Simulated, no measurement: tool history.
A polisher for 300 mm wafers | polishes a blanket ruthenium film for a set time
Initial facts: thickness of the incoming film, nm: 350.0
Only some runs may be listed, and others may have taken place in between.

run	day	flow of slurry (ml/min)	pressure of the wafer on the pad (psi)	speed of the pad under the wafer (m/s)	polishing time (s)	film removed (angstrom)
1	0	140	2.2	1.02	46	485.73
2	0.325	135	2.1	1.02	46	458.88
3	0.688	165	2.1	1.02	46	482.85
4	1.058	180	2.1	1.02	46	484.99
5	1.129	180	2.1	1.26	46	587.88
6	1.233	180	2.1	1.26	46	593.95
7	1.55	170	1.9	1.24	46	529.11
8	1.642	165	1.7	1.22	46	458.19

Run 9 comes next. What will it give?
9	1.967	155	1.6	1.22	46	?

Run 9 gave film removed (angstrom) 431.75.
